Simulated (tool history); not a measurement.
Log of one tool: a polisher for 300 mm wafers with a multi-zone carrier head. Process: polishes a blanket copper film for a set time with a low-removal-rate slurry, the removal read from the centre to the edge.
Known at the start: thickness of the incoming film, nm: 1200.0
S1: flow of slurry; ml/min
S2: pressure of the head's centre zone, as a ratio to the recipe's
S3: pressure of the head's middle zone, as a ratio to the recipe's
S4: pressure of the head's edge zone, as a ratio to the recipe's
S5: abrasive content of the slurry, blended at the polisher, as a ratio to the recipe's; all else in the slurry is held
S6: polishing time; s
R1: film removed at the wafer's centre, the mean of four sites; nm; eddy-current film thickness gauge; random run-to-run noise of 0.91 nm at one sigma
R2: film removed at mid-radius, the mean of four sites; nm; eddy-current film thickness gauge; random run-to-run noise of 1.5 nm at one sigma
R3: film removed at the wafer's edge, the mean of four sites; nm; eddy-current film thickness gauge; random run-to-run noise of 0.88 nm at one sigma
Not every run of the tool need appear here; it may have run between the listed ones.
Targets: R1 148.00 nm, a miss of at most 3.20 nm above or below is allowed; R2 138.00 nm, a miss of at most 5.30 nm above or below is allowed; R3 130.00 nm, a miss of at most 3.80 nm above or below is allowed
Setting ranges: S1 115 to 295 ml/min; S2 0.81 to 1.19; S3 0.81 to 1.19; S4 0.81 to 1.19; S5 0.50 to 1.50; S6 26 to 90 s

run,hour,S1,S2,S3,S4,S5,S6,R1,R2,R3
1,0.0,190,1.00,1.00,1.00,1.00,58,123.62,123.94,124.25
2,3.7,205,1.00,1.00,1.00,1.00,58,124.54,124.56,123.11
3,10.3,205,1.00,1.00,1.00,0.90,58,123.78,121.15,122.22
4,13.3,215,1.03,1.02,1.01,0.95,58,129.07,124.67,124.92
5,20.6,195,1.03,1.02,1.01,0.95,58,125.74,124.85,123.54
6,26.3,195,1.03,1.02,0.98,0.95,58,125.71,122.38,120.34
7,33.4,210,1.05,1.04,0.99,0.95,58,130.22,125.10,123.37
8,34.0,210,1.05,1.04,0.99,0.95,58,130.61,129.27,122.71
9,36.7,225,1.06,1.04,1.00,0.95,58,132.92,129.39,125.07
10,42.2,235,1.08,1.04,1.00,0.95,58,135.47,131.07,124.95
11,47.3,245,1.10,1.04,1.01,0.95,58,140.06,130.54,125.30
12,47.9,250,1.11,1.05,1.02,0.95,58,139.79,134.46,126.48
13,51.6,250,1.11,1.05,1.02,0.95,58,141.27,131.74,125.64
14,57.6,255,1.12,1.05,1.03,0.95,58,142.74,134.17,127.62
15,64.9,260,1.12,1.05,1.03,0.95,58,142.39,131.25,129.35
16,68.1,265,1.13,1.06,1.03,0.95,58,143.63,135.22,128.51

Which single option among these 5 for the next run brings every result within its allowed miss of target? Just one does.
A,71.3,230,1.14,1.12,1.02,0.75,60,?,?,?
B,71.3,290,1.07,1.02,1.11,1.15,57,?,?,?
C,71.3,270,1.12,1.11,0.97,1.10,55,?,?,?
D,71.3,255,1.06,1.09,1.04,0.95,58,?,?,?
E,71.3,280,1.13,1.07,1.01,0.85,60,?,?,?

move,R1,R2,R3
A,140.61,134.29,123.81
B,141.52,132.77,137.55
C,140.50,135.31,122.14
D,134.75,135.19,128.41
E,146.76,135.72,128.86
A: moves away from the targets compared with the last run
B: moves away from the targets compared with the last run
C: moves away from the targets compared with the last run
D: moves away from the targets compared with the last run
E: every result within its allowed miss
The right move is E.

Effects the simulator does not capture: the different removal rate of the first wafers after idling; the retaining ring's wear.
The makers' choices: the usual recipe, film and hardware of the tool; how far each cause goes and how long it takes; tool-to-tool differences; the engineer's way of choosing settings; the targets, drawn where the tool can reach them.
